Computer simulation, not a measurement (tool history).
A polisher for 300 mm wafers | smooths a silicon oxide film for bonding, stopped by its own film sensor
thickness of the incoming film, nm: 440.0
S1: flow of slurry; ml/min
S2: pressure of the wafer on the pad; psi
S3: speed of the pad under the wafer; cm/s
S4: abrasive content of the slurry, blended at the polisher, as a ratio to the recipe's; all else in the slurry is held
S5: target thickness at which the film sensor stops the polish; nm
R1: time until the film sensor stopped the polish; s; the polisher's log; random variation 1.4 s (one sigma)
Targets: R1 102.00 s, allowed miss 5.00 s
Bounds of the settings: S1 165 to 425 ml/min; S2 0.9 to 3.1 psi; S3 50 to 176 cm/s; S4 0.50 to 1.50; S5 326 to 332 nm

run 1 hour=0.0 | S1=275 S2=2.0 S3=112 S4=1.00 S5=332 | R1=159.48
run 2 hour=6.9 | S1=275 S2=2.2 S3=112 S4=1.00 S5=332 | R1=147.18
run 3 hour=10.3 | S1=275 S2=2.2 S3=112 S4=1.10 S5=332 | R1=140.30
run 4 hour=17.4 | S1=275 S2=2.2 S3=138 S4=1.10 S5=332 | R1=119.36
run 5 hour=24.0 | S1=275 S2=2.2 S3=138 S4=1.10 S5=326 | R1=124.66
run 6 hour=30.9 | S1=275 S2=2.3 S3=138 S4=1.10 S5=326 | R1=117.60
run 7 hour=34.9 | S1=275 S2=2.4 S3=138 S4=1.10 S5=326 | R1=114.72
run 8 hour=37.8 | S1=275 S2=2.5 S3=138 S4=1.10 S5=326 | R1=109.78
run 9 hour=43.6 | S1=275 S2=2.6 S3=138 S4=1.10 S5=326 | R1=105.32

Which of these 4 next moves meets every target?
run A hour=49.4 | S1=235 S2=2.5 S3=132 S4=1.15 S5=327 | R1=?
run B hour=49.4 | S1=200 S2=2.9 S3=124 S4=1.20 S5=328 | R1=?
run C hour=49.4 | S1=240 S2=2.4 S3=140 S4=1.15 S5=326 | R1=?
run D hour=49.4 | S1=170 S2=2.5 S3=148 S4=0.95 S5=332 | R1=?

move=A R1=113.21
move=B R1=103.08
move=C R1=112.86
move=D R1=114.14
A: further off than the last run
B: meets every target
C: further off than the last run
D: further off than the last run
Move B is the one to make.
